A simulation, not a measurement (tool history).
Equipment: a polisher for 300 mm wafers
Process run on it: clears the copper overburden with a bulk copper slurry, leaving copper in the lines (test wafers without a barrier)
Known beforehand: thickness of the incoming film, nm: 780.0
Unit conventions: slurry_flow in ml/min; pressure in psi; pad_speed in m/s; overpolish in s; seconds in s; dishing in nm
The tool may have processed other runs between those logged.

run,hour,slurry_flow,pressure,pad_speed,slurry_solids,overpolish,seconds,dishing
1,0.0,180,3.1,0.92,1.0,21,80.763,91.668
2,8.9,190,3.5,0.92,1.0,22,72.663,100.060
3,16.9,190,3.9,0.92,1.0,22,63.886,107.370
4,22.6,190,3.9,0.74,1.0,22,79.122,96.050
5,27.1,170,3.9,0.74,1.0,22,79.787,95.862
6,32.6,170,3.9,0.74,1.0,14,81.041,73.753
7,37.7,170,3.9,0.74,1.0,14,80.152,73.777
8,42.4,170,4.2,0.80,1.0,17,69.375,93.421

Run 9 has not been measured yet. What should we expect?
9,51.1,175,4.4,0.82,1.0,18,?,?

Run 9 measured seconds 64.438 s, dishing 99.625 nm.

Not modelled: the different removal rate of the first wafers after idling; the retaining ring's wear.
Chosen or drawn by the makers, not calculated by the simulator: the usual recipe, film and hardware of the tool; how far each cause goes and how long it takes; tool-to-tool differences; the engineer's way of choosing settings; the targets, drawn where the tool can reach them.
